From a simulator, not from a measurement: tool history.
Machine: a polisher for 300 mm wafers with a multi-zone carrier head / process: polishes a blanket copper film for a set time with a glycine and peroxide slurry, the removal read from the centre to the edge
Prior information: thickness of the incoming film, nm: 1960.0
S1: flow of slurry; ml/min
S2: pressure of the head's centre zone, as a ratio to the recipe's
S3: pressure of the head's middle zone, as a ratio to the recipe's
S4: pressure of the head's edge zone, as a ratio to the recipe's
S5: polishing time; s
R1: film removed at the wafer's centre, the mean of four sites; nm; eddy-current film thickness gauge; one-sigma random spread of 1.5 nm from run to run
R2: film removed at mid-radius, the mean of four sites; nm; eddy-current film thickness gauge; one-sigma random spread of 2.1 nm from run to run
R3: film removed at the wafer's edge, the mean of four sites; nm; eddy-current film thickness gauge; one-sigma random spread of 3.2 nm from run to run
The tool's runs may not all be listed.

run 1 hour=0.0 | S1=140 S2=1.00 S3=1.00 S4=1.00 S5=55 | R1=191.71 R2=192.70 R3=195.28
run 2 hour=8.7 | S1=155 S2=1.03 S3=0.99 S4=1.02 S5=55 | R1=204.82 R2=190.68 R3=202.61
run 3 hour=15.3 | S1=165 S2=1.04 S3=1.00 S4=1.02 S5=55 | R1=206.96 R2=197.30 R3=200.90
run 4 hour=24.0 | S1=170 S2=1.06 S3=1.00 S4=1.04 S5=55 | R1=213.29 R2=197.70 R3=202.32
run 5 hour=32.2 | S1=170 S2=1.06 S3=1.00 S4=1.08 S5=55 | R1=211.79 R2=198.13 R3=206.47
run 6 hour=33.5 | S1=170 S2=1.06 S3=0.93 S4=1.08 S5=55 | R1=211.44 R2=181.71 R3=209.41
run 7 hour=36.3 | S1=180 S2=1.07 S3=0.94 S4=1.09 S5=55 | R1=218.81 R2=191.46 R3=210.45
run 8 hour=42.6 | S1=185 S2=1.08 S3=0.94 S4=1.10 S5=55 | R1=220.93 R2=189.94 R3=208.32
run 9 hour=49.5 | S1=190 S2=1.09 S3=0.94 S4=1.11 S5=56 | R1=229.24 R2=195.86 R3=213.94

Run 10, settings as shown, results not yet in. Your forecast:
run 10 hour=54.1 | S1=195 S2=1.09 S3=0.94 S4=1.12 S5=56 | R1=? R2=? R3=?

{"run 10": {"R1": 227.59, "R2": 194.35, "R3": 211.31}}
